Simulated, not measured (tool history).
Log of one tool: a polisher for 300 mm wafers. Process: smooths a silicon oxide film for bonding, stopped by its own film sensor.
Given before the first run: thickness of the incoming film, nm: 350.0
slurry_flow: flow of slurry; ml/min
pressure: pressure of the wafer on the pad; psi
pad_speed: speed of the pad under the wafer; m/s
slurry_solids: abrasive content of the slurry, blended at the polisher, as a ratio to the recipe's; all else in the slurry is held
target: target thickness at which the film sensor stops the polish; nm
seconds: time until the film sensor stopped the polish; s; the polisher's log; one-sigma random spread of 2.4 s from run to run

run    day  slurry_flow  pressure  pad_speed  slurry_solids  target  seconds
  1      0          235       2.4       1.02              1     238    115.6
  2  0.304          275       2.4       1.02              1     238   115.13
  3  0.571          275       2.3       1.02              1     238   120.47
  4  0.767          315       2.3       1.02              1     238   117.86
  5   0.85          315       2.2       1.02              1     238   121.64
  6  1.104          315       2.2       1.02              1     238   123.16
  7  1.225          315       2.1       1.02              1     238   127.07
  8   1.55          315         2       1.02              1     238   130.98

The next listed run, before its measurement:
  9  1.912          315       1.9       1.02              1     238        ?

seconds: 133.95 s
